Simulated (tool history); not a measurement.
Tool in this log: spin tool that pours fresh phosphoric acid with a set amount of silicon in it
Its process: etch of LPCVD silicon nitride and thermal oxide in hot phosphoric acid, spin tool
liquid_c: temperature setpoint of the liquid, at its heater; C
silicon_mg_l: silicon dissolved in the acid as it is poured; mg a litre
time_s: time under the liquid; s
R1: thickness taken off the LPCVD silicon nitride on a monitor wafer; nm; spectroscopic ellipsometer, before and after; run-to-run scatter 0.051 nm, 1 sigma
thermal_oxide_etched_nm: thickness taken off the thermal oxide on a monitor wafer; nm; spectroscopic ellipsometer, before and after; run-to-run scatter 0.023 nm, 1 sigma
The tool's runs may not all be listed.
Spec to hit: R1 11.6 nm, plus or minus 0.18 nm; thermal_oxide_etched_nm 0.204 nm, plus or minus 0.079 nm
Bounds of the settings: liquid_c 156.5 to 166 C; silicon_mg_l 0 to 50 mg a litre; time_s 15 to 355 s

Run 1, day 0: liquid_c 161 C, silicon_mg_l 22 mg a litre, time_s 180 s. Result: R1 13.225 nm, thermal_oxide_etched_nm 0.41725 nm.
Run 2, day 0.271: liquid_c 161 C, silicon_mg_l 22 mg a litre, time_s 120 s. Result: R1 8.7113 nm, thermal_oxide_etched_nm 0.27143 nm.
Run 3, day 0.567: liquid_c 161 C, silicon_mg_l 22 mg a litre, time_s 75 s. Result: R1 5.4961 nm, thermal_oxide_etched_nm 0.1652 nm.
Run 4, day 0.838: liquid_c 162.5 C, silicon_mg_l 22 mg a litre, time_s 75 s. Result: R1 5.7961 nm, thermal_oxide_etched_nm 0.15536 nm.
Run 5, day 0.921: liquid_c 162.5 C, silicon_mg_l 31.5 mg a litre, time_s 75 s. Result: R1 5.7892 nm, thermal_oxide_etched_nm 0.12613 nm.
Run 6, day 1.079: liquid_c 162.5 C, silicon_mg_l 24.5 mg a litre, time_s 75 s. Result: R1 5.78 nm, thermal_oxide_etched_nm 0.17252 nm.
Run 7, day 1.146: liquid_c 162.5 C, silicon_mg_l 29 mg a litre, time_s 100 s. Result: R1 7.6694 nm, thermal_oxide_etched_nm 0.20198 nm.
Run 8, day 1.171: liquid_c 165 C, silicon_mg_l 43 mg a litre, time_s 110 s. Result: R1 9.2248 nm, thermal_oxide_etched_nm 0.12904 nm.
Run 9, day 1.538: liquid_c 165 C, silicon_mg_l 41 mg a litre, time_s 120 s. Result: R1 10.068 nm, thermal_oxide_etched_nm 0.14449 nm.
Run 10, day 1.65: liquid_c 165 C, silicon_mg_l 39 mg a litre, time_s 125 s. Result: R1 10.467 nm, thermal_oxide_etched_nm 0.17316 nm.
Run 11, day 1.817: liquid_c 165.5 C, silicon_mg_l 38.5 mg a litre, time_s 125 s. Result: R1 10.603 nm, thermal_oxide_etched_nm 0.1792 nm.

Exactly one of the 4 candidate moves below puts every result within its allowed miss. Which one?
Run A, day 1.983: liquid_c 166 C, silicon_mg_l 39 mg a litre, time_s 135 s. Result: R1 ?, thermal_oxide_etched_nm ?.
Run B, day 1.983: liquid_c 160.5 C, silicon_mg_l 35 mg a litre, time_s 135 s. Result: R1 ?, thermal_oxide_etched_nm ?.
Run C, day 1.983: liquid_c 164.5 C, silicon_mg_l 41.5 mg a litre, time_s 135 s. Result: R1 ?, thermal_oxide_etched_nm ?.
Run D, day 1.983: liquid_c 165.5 C, silicon_mg_l 38.5 mg a litre, time_s 120 s. Result: R1 ?, thermal_oxide_etched_nm ?.

move      R1  thermal_oxide_etched_nm
   A  11.724                  0.18742
   B  9.7737                   0.1568
   C  11.162                  0.14188
   D  10.253                  0.16571
A: all results land within tolerance of their targets
B: its largest miss is bigger than the last run's
C: gains on the last run, yet a result remains outside its allowed miss
D: its largest miss is bigger than the last run's
Move A is the one to make.
